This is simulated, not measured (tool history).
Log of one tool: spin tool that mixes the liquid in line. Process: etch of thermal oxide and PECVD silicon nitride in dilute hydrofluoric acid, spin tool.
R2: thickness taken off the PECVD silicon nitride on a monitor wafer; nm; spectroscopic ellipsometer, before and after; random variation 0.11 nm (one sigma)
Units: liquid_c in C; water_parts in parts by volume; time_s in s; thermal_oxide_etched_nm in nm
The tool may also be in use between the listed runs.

Run 1, day 0: liquid_c 22 C, water_parts 135 parts by volume, time_s 180 s. Result: thermal_oxide_etched_nm 5.8563 nm, R2 6.9895 nm.
Run 2, day 0.221: liquid_c 19 C, water_parts 135 parts by volume, time_s 180 s. Result: thermal_oxide_etched_nm 5.2191 nm, R2 5.6928 nm.
Run 3, day 0.312: liquid_c 19 C, water_parts 135 parts by volume, time_s 220 s. Result: thermal_oxide_etched_nm 6.3608 nm, R2 7.0085 nm.
Run 4, day 0.608: liquid_c 17 C, water_parts 135 parts by volume, time_s 220 s. Result: thermal_oxide_etched_nm 5.8639 nm, R2 6.1045 nm.
Run 5, day 0.742: liquid_c 17 C, water_parts 135 parts by volume, time_s 220 s. Result: thermal_oxide_etched_nm 5.8182 nm, R2 5.9735 nm.
Run 6, day 0.812: liquid_c 20 C, water_parts 135 parts by volume, time_s 220 s. Result: thermal_oxide_etched_nm 6.5927 nm, R2 7.4688 nm.
Run 7, day 0.858: liquid_c 22.5 C, water_parts 135 parts by volume, time_s 220 s. Result: thermal_oxide_etched_nm 7.3277 nm, R2 8.8679 nm.
Run 8, day 0.904: liquid_c 26.5 C, water_parts 140 parts by volume, time_s 220 s. Result: thermal_oxide_etched_nm 8.1204 nm, R2 10.93 nm.

Run 9 comes next. What will it give?
Run 9, day 1.138: liquid_c 27 C, water_parts 140 parts by volume, time_s 220 s. Result: thermal_oxide_etched_nm ?, R2 ?.

thermal_oxide_etched_nm: 8.3587 nm
R2: 11.284 nm
